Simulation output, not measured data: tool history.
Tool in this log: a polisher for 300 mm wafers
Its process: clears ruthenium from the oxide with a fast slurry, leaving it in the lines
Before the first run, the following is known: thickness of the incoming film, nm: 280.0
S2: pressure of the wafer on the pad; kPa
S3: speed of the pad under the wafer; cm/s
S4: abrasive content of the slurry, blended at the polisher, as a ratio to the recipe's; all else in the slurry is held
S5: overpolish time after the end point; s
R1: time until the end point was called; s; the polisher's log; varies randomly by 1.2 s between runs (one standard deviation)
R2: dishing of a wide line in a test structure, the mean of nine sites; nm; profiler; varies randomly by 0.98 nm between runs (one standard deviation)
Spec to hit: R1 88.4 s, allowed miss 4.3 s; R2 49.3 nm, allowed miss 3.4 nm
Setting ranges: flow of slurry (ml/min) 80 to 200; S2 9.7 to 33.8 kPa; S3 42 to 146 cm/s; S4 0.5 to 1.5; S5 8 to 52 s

run 1 hour=0 | flow_of_slurry_(ml/min)=130 S2=21.4 S3=94 S4=1 S5=26 | R1=63.607 R2=68.759
run 2 hour=6.8 | flow_of_slurry_(ml/min)=130 S2=19.3 S3=94 S4=1 S5=24 | R1=69.691 R2=61.049
run 3 hour=8.4 | flow_of_slurry_(ml/min)=130 S2=23.4 S3=94 S4=1 S5=24 | R1=57.278 R2=69.624
run 4 hour=17.4 | flow_of_slurry_(ml/min)=130 S2=20.7 S3=94 S4=1 S5=23 | R1=65.255 R2=65.334
run 5 hour=22.4 | flow_of_slurry_(ml/min)=155 S2=20.7 S3=94 S4=1 S5=23 | R1=62.601 R2=64.455
run 6 hour=29.2 | flow_of_slurry_(ml/min)=155 S2=25.5 S3=94 S4=1 S5=23 | R1=51.484 R2=76.026
run 7 hour=31.4 | flow_of_slurry_(ml/min)=155 S2=25.5 S3=94 S4=1 S5=23 | R1=50.243 R2=71.555
run 8 hour=36.5 | flow_of_slurry_(ml/min)=140 S2=19.3 S3=90 S4=1 S5=22 | R1=70.305 R2=56.644
run 9 hour=37.8 | flow_of_slurry_(ml/min)=135 S2=17.9 S3=90 S4=1 S5=22 | R1=78.647 R2=53.251
run 10 hour=41.2 | flow_of_slurry_(ml/min)=130 S2=17.2 S3=90 S4=1 S5=22 | R1=83.126 R2=51.342
run 11 hour=44.6 | flow_of_slurry_(ml/min)=125 S2=17.2 S3=90 S4=1 S5=22 | R1=81.878 R2=52.682

5 next moves are on the table. One of them brings every result within its allowed miss. Which?
run A hour=48 | flow_of_slurry_(ml/min)=130 S2=17.9 S3=86 S4=1.15 S5=17 | R1=? R2=?
run B hour=48 | flow_of_slurry_(ml/min)=125 S2=21.4 S3=84 S4=1 S5=17 | R1=? R2=?
run C hour=48 | flow_of_slurry_(ml/min)=120 S2=21.4 S3=82 S4=1 S5=20 | R1=? R2=?
run D hour=48 | flow_of_slurry_(ml/min)=100 S2=20.7 S3=88 S4=1.05 S5=15 | R1=? R2=?
run E hour=48 | flow_of_slurry_(ml/min)=130 S2=17.9 S3=84 S4=0.8 S5=22 | R1=? R2=?

move=A R1=79.078 R2=44.624
move=B R1=71.935 R2=48.037
move=C R1=74.326 R2=52.982
move=D R1=74.015 R2=42.582
move=E R1=90.779 R2=48.972
A: its largest miss is bigger than the last run's
B: its largest miss is bigger than the last run's
C: its largest miss is bigger than the last run's
D: its largest miss is bigger than the last run's
E: all results land within tolerance of their targets
Go with E: it meets all targets.
